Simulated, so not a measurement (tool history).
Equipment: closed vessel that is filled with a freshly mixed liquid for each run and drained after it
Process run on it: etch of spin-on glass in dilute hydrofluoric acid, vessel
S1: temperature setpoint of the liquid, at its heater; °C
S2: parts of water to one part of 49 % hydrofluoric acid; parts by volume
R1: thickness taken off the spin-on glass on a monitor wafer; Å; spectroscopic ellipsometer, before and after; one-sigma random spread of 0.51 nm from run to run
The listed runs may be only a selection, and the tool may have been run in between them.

{"run": 1, "day": 0.0, "S1": 24, "S2": 250, "time in the liquid (s)": 740, "R1": 1018.2}
{"run": 2, "day": 0.392, "S1": 27, "S2": 250, "time in the liquid (s)": 740, "R1": 1129}
{"run": 3, "day": 0.538, "S1": 25, "S2": 250, "time in the liquid (s)": 740, "R1": 1050.2}
{"run": 4, "day": 0.642, "S1": 25, "S2": 250, "time in the liquid (s)": 740, "R1": 1049.1}
{"run": 5, "day": 0.775, "S1": 25, "S2": 250, "time in the liquid (s)": 790, "R1": 1118.5}
{"run": 6, "day": 1.058, "S1": 27.5, "S2": 240, "time in the liquid (s)": 790, "R1": 1288.3}
{"run": 7, "day": 1.254, "S1": 29, "S2": 230, "time in the liquid (s)": 790, "R1": 1433.5}
{"run": 8, "day": 1.471, "S1": 29, "S2": 230, "time in the liquid (s)": 790, "R1": 1436.9}
{"run": 9, "day": 1.521, "S1": 29, "S2": 230, "time in the liquid (s)": 790, "R1": 1429.2}
{"run": 10, "day": 1.646, "S1": 30, "S2": 225, "time in the liquid (s)": 790, "R1": 1518.6}
{"run": 11, "day": 1.967, "S1": 30.5, "S2": 225, "time in the liquid (s)": 790, "R1": 1549.3}
{"day": 2.158, "done": "thermometer replaced"}
{"run": 12, "day": 2.158, "S1": 31, "S2": 225, "time in the liquid (s)": 790, "R1": 1461.3}

Run 13 is up next; what results do you expect?
{"run": 13, "day": 2.283, "S1": 31.5, "S2": 220, "time in the liquid (s)": 790, "R1": "?"}

Run 13 came out at R1 1531.2 Å.
